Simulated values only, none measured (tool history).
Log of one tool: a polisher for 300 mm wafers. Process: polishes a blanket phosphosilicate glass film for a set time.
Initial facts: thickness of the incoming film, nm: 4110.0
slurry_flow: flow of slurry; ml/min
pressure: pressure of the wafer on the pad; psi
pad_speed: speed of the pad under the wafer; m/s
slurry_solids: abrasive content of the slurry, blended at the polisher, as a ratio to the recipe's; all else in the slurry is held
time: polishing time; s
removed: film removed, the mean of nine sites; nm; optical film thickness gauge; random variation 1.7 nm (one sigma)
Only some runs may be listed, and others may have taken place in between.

Run 1, hour 0: slurry_flow 190 ml/min, pressure 2.1 psi, pad_speed 0.86 m/s, slurry_solids 1, time 25 s. Result: removed 91.018 nm.
Run 2, hour 4.7: slurry_flow 190 ml/min, pressure 1.8 psi, pad_speed 0.86 m/s, slurry_solids 1, time 25 s. Result: removed 80.291 nm.
Run 3, hour 12.7: slurry_flow 190 ml/min, pressure 2.3 psi, pad_speed 0.88 m/s, slurry_solids 1, time 25 s. Result: removed 98.696 nm.
Run 4, hour 15.2: slurry_flow 190 ml/min, pressure 2.3 psi, pad_speed 0.88 m/s, slurry_solids 1, time 25 s. Result: removed 100.03 nm.
Run 5, hour 22.5: slurry_flow 190 ml/min, pressure 2.6 psi, pad_speed 0.9 m/s, slurry_solids 1, time 25 s. Result: removed 109.83 nm.
Run 6, hour 26.2: slurry_flow 190 ml/min, pressure 2.1 psi, pad_speed 0.9 m/s, slurry_solids 1, time 25 s. Result: removed 92.392 nm.
Run 7, hour 31.4: slurry_flow 190 ml/min, pressure 2.5 psi, pad_speed 0.94 m/s, slurry_solids 1, time 25 s. Result: removed 108.02 nm.
Run 8, hour 38.4: slurry_flow 195 ml/min, pressure 2.7 psi, pad_speed 1 m/s, slurry_solids 1, time 25 s. Result: removed 119.23 nm.
Run 9, hour 39.3: slurry_flow 195 ml/min, pressure 2.7 psi, pad_speed 1 m/s, slurry_solids 1, time 25 s. Result: removed 122.32 nm.
Run 10, hour 43.5: slurry_flow 195 ml/min, pressure 2.9 psi, pad_speed 1.02 m/s, slurry_solids 1, time 25 s. Result: removed 129.35 nm.
Run 11, hour 44.1: slurry_flow 195 ml/min, pressure 3 psi, pad_speed 1.06 m/s, slurry_solids 1, time 25 s. Result: removed 135.27 nm.
Run 12, hour 47.2: slurry_flow 195 ml/min, pressure 3.1 psi, pad_speed 1.1 m/s, slurry_solids 1, time 25 s. Result: removed 140.45 nm.
Run 13, hour 48.4: slurry_flow 195 ml/min, pressure 3.1 psi, pad_speed 1.1 m/s, slurry_solids 1, time 25 s. Result: removed 141.14 nm.

What does the tool deliver on the next run?
Run 14, hour 54.1: slurry_flow 200 ml/min, pressure 3.1 psi, pad_speed 1.14 m/s, slurry_solids 1, time 25 s. Result: removed ?.

Run 14 came out at removed 144.55 nm.
